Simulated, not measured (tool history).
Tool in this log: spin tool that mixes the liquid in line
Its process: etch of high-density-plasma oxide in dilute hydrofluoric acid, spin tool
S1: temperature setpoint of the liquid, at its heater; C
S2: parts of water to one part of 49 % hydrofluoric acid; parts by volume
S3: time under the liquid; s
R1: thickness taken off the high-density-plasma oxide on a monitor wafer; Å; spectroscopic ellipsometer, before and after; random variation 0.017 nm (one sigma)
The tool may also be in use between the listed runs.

run,hour,S1,S2,S3,R1
1,0.0,26.0,160,95,34.459
2,1.3,29.0,160,95,38.666
3,4.3,29.0,160,95,38.981
4,12.5,27.5,160,95,36.675
5,21.2,29.0,160,95,38.790
6,29.1,29.0,160,95,38.961
7,31.2,27.5,160,95,36.962
8,35.0,26.0,160,95,34.542
9,41.1,25.0,160,95,33.367
10,50.0,24.0,160,95,31.905
# hour 53.1: hydrofluoric acid flow meter replaced
11,53.1,23.5,160,95,35.489

Estimate the outcome of run 12 from the log above:
12,56.9,23.0,165,95,?

{"run 12": {"R1": 33.392}}
